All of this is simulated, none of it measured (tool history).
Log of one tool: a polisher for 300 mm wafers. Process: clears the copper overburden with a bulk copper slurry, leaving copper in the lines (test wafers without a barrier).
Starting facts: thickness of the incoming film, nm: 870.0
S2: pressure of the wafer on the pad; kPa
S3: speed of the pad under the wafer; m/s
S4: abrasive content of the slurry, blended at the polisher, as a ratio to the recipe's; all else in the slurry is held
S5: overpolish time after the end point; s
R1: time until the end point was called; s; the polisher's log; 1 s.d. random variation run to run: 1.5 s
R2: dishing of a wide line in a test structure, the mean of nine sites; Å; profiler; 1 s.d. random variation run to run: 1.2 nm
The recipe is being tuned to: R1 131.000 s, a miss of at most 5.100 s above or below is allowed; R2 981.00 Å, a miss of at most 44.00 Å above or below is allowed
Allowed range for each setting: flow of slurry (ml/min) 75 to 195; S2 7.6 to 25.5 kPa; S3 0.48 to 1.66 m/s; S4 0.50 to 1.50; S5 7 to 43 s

run 1 hour=0.0 | flow_of_slurry_(ml/min)=125 S2=16.5 S3=1.06 S4=1.00 S5=22 | R1=100.020 R2=1062.90
run 2 hour=8.3 | flow_of_slurry_(ml/min)=125 S2=16.5 S3=1.06 S4=1.00 S5=28 | R1=100.170 R2=1217.60
run 3 hour=15.8 | flow_of_slurry_(ml/min)=135 S2=16.5 S3=1.06 S4=1.00 S5=28 | R1=99.333 R2=1246.60
run 4 hour=24.8 | flow_of_slurry_(ml/min)=135 S2=16.5 S3=1.06 S4=1.00 S5=22 | R1=98.328 R2=1054.80
run 5 hour=25.8 | flow_of_slurry_(ml/min)=135 S2=16.5 S3=1.06 S4=1.00 S5=26 | R1=98.070 R2=1172.00
run 6 hour=29.5 | flow_of_slurry_(ml/min)=135 S2=15.2 S3=1.06 S4=1.00 S5=26 | R1=107.180 R2=1107.00
run 7 hour=38.1 | flow_of_slurry_(ml/min)=130 S2=15.2 S3=1.06 S4=1.00 S5=26 | R1=106.450 R2=1104.60
run 8 hour=43.7 | flow_of_slurry_(ml/min)=130 S2=14.5 S3=1.06 S4=1.00 S5=26 | R1=112.750 R2=1045.40
run 9 hour=45.7 | flow_of_slurry_(ml/min)=100 S2=12.4 S3=1.04 S4=1.00 S5=28 | R1=137.760 R2=941.79

Next run, 4 choices. One meets every target within its allowed miss, the rest don't. Which?
run A hour=47.7 | flow_of_slurry_(ml/min)=80 S2=15.9 S3=0.84 S4=1.15 S5=29 | R1=? R2=?
run B hour=47.7 | flow_of_slurry_(ml/min)=80 S2=17.2 S3=0.92 S4=0.75 S5=26 | R1=? R2=?
run C hour=47.7 | flow_of_slurry_(ml/min)=100 S2=12.4 S3=0.98 S4=1.05 S5=36 | R1=? R2=?
run D hour=47.7 | flow_of_slurry_(ml/min)=95 S2=13.8 S3=0.98 S4=0.85 S5=34 | R1=? R2=?

move=A R1=142.430 R2=969.31
move=B R1=128.650 R2=977.77
move=C R1=144.430 R2=1040.10
move=D R1=137.610 R2=1058.80
A: lands further from the targets than the last run did
B: every result within its allowed miss
C: lands further from the targets than the last run did
D: lands further from the targets than the last run did
Move B is the one to make.
